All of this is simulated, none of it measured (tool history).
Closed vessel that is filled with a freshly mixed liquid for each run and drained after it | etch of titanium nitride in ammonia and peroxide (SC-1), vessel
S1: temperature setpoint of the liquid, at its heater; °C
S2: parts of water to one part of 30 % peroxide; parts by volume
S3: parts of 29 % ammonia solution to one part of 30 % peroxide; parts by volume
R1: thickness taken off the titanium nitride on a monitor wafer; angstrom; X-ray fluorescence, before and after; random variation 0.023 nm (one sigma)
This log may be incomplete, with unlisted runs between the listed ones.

Run 1, hour 0: S1 48 °C, S2 29.5 parts by volume, S3 0.8 parts by volume, time in the liquid (s) 55. Result: R1 23.924 angstrom.
Run 2, hour 2.4: S1 48 °C, S2 37.5 parts by volume, S3 0.8 parts by volume, time in the liquid (s) 55. Result: R1 20.801 angstrom.
Run 3, hour 8.5: S1 51 °C, S2 37.5 parts by volume, S3 0.8 parts by volume, time in the liquid (s) 55. Result: R1 26.008 angstrom.
Run 4, hour 9.7: S1 53 °C, S2 37.5 parts by volume, S3 0.8 parts by volume, time in the liquid (s) 55. Result: R1 29.611 angstrom.
Run 5, hour 13.2: S1 53 °C, S2 42.5 parts by volume, S3 0.8 parts by volume, time in the liquid (s) 55. Result: R1 27.61 angstrom.
Run 6, hour 16.3: S1 53 °C, S2 42.5 parts by volume, S3 0.8 parts by volume, time in the liquid (s) 55. Result: R1 27.442 angstrom.

Expected results for the next run?
Run 7, hour 18.9: S1 53 °C, S2 42.5 parts by volume, S3 0.8 parts by volume, time in the liquid (s) 55. Result: R1 ?.

R1: 27.593 angstrom
